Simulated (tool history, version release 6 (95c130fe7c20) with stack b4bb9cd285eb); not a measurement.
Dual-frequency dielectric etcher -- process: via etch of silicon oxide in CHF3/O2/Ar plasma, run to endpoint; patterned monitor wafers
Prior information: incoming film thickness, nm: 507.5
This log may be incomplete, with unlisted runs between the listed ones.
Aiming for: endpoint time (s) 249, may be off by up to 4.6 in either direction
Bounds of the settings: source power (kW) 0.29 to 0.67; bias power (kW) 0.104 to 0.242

run,hour,source power (kW),bias power (kW),endpoint time (s)
1,0,0.48,0.173,281.74
2,1.8,0.56,0.173,257.59
3,8.9,0.56,0.15,270.75
4,17.5,0.56,0.131,279.99
5,26.4,0.56,0.105,296.25
6,35,0.56,0.119,285.83
7,43.9,0.57,0.121,285.1
8,44.6,0.58,0.124,279.15
9,47.1,0.59,0.126,278.15
10,49.8,0.67,0.16,243.67

Next run, 4 choices. One meets every target within its allowed miss, the rest don't. Which?
A,52.5,0.65,0.153,?
B,52.5,0.67,0.166,?
C,52.5,0.65,0.179,?
D,52.5,0.67,0.177,?

move,endpoint time (s)
A,249.31
B,240.09
C,238.45
D,235.73
A: every result within its allowed miss
B: the biggest miss grows against the last run
C: the biggest miss grows against the last run
D: the biggest miss grows against the last run
The move that meets every target is A.

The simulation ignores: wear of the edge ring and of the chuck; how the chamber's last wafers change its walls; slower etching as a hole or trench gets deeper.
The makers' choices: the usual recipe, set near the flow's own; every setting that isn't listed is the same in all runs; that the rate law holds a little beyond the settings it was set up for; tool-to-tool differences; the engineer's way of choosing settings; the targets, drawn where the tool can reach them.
